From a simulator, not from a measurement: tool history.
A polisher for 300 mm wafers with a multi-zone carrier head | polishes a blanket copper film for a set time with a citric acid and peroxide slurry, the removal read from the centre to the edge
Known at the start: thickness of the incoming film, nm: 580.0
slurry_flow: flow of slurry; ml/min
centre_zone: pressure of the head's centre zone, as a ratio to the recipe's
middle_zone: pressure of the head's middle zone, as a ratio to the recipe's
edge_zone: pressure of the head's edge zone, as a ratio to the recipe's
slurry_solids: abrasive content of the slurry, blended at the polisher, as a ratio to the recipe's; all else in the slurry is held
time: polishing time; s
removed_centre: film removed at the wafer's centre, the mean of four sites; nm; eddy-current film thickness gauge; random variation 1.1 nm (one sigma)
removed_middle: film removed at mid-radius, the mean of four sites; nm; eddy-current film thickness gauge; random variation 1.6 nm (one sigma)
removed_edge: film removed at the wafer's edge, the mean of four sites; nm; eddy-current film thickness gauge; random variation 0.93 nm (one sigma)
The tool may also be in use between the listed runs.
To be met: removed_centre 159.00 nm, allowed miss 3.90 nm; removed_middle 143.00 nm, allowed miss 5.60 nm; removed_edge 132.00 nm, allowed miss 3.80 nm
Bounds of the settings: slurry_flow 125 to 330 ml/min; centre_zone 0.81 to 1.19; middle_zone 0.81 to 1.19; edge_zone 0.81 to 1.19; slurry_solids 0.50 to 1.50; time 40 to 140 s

run 1 hour=0.0 | slurry_flow=210 centre_zone=1.00 middle_zone=1.00 edge_zone=1.00 slurry_solids=1.00 time=90 | removed_centre=136.79 removed_middle=143.94 removed_edge=137.85
run 2 hour=5.5 | slurry_flow=210 centre_zone=1.00 middle_zone=1.00 edge_zone=1.00 slurry_solids=1.00 time=70 | removed_centre=106.14 removed_middle=109.50 removed_edge=108.30
run 3 hour=8.9 | slurry_flow=210 centre_zone=1.00 middle_zone=1.00 edge_zone=1.00 slurry_solids=1.00 time=89 | removed_centre=134.59 removed_middle=141.99 removed_edge=137.01
run 4 hour=15.9 | slurry_flow=210 centre_zone=1.00 middle_zone=0.92 edge_zone=1.00 slurry_solids=1.00 time=89 | removed_centre=133.84 removed_middle=130.96 removed_edge=137.54
run 5 hour=19.4 | slurry_flow=210 centre_zone=1.00 middle_zone=0.99 edge_zone=1.00 slurry_solids=1.00 time=89 | removed_centre=135.65 removed_middle=138.86 removed_edge=136.49
run 6 hour=25.1 | slurry_flow=230 centre_zone=1.03 middle_zone=0.99 edge_zone=0.97 slurry_solids=1.00 time=89 | removed_centre=140.40 removed_middle=137.79 removed_edge=135.60
run 7 hour=26.5 | slurry_flow=240 centre_zone=1.06 middle_zone=1.01 edge_zone=0.95 slurry_solids=1.00 time=89 | removed_centre=143.39 removed_middle=143.76 removed_edge=136.14
run 8 hour=30.3 | slurry_flow=250 centre_zone=1.10 middle_zone=1.01 edge_zone=0.92 slurry_solids=1.00 time=89 | removed_centre=152.21 removed_middle=146.27 removed_edge=134.15
run 9 hour=39.1 | slurry_flow=255 centre_zone=1.11 middle_zone=1.00 edge_zone=0.91 slurry_solids=1.00 time=89 | removed_centre=152.46 removed_middle=144.08 removed_edge=135.17

4 next moves are on the table. One of them brings every result within its allowed miss. Which?
run A hour=47.9 | slurry_flow=265 centre_zone=1.17 middle_zone=1.01 edge_zone=0.91 slurry_solids=1.20 time=85 | removed_centre=? removed_middle=? removed_edge=?
run B hour=47.9 | slurry_flow=265 centre_zone=1.14 middle_zone=1.03 edge_zone=0.88 slurry_solids=0.95 time=95 | removed_centre=? removed_middle=? removed_edge=?
run C hour=47.9 | slurry_flow=260 centre_zone=1.04 middle_zone=1.00 edge_zone=0.91 slurry_solids=0.95 time=94 | removed_centre=? removed_middle=? removed_edge=?
run D hour=47.9 | slurry_flow=265 centre_zone=1.02 middle_zone=1.04 edge_zone=0.96 slurry_solids=1.05 time=92 | removed_centre=? removed_middle=? removed_edge=?

move=A removed_centre=159.51 removed_middle=142.11 removed_edge=133.87
move=B removed_centre=167.20 removed_middle=155.13 removed_edge=141.48
move=C removed_centre=151.68 removed_middle=149.43 removed_edge=141.97
move=D removed_centre=148.75 removed_middle=154.12 removed_edge=145.07
A: meets every target
B: takes the result that was furthest off past its target
C: further off than the last run
D: further off than the last run
The right move is A.
